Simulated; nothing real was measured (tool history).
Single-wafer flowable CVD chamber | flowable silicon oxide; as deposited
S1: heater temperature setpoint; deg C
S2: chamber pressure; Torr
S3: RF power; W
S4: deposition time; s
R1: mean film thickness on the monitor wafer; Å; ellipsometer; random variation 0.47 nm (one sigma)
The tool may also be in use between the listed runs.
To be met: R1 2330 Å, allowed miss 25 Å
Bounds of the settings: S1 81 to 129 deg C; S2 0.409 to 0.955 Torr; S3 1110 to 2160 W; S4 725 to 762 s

run 1 hour=0 | S1=105 S2=0.682 S3=1635 S4=762 | R1=3083.7
run 2 hour=3 | S1=107 S2=0.682 S3=1635 S4=762 | R1=2882.6
run 3 hour=8.7 | S1=109 S2=0.682 S3=1635 S4=762 | R1=2676.4
run 4 hour=15.2 | S1=110 S2=0.682 S3=1635 S4=762 | R1=2592.2
run 5 hour=21.5 | S1=111 S2=0.682 S3=1635 S4=762 | R1=2507.4
run 6 hour=29.5 | S1=112 S2=0.682 S3=1635 S4=762 | R1=2434.5
-- hour=30.8 RF generator calibrated
run 7 hour=30.8 | S1=113 S2=0.682 S3=1635 S4=762 | R1=2380.6
run 8 hour=38.4 | S1=114 S2=0.682 S3=1635 S4=762 | R1=2307.3

4 next moves are on the table. One of them brings every result within its allowed miss. Which?
run A hour=46 | S1=114 S2=0.672 S3=1605 S4=760 | R1=?
run B hour=46 | S1=116 S2=0.735 S3=1600 S4=748 | R1=?
run C hour=46 | S1=116 S2=0.75 S3=1680 S4=747 | R1=?
run D hour=46 | S1=113 S2=0.683 S3=1690 S4=727 | R1=?

move=A R1=2257.9
move=B R1=2272.4
move=C R1=2337.8
move=D R1=2290.6
A: further off than the last run
B: further off than the last run
C: meets every target
D: further off than the last run
Answer: C

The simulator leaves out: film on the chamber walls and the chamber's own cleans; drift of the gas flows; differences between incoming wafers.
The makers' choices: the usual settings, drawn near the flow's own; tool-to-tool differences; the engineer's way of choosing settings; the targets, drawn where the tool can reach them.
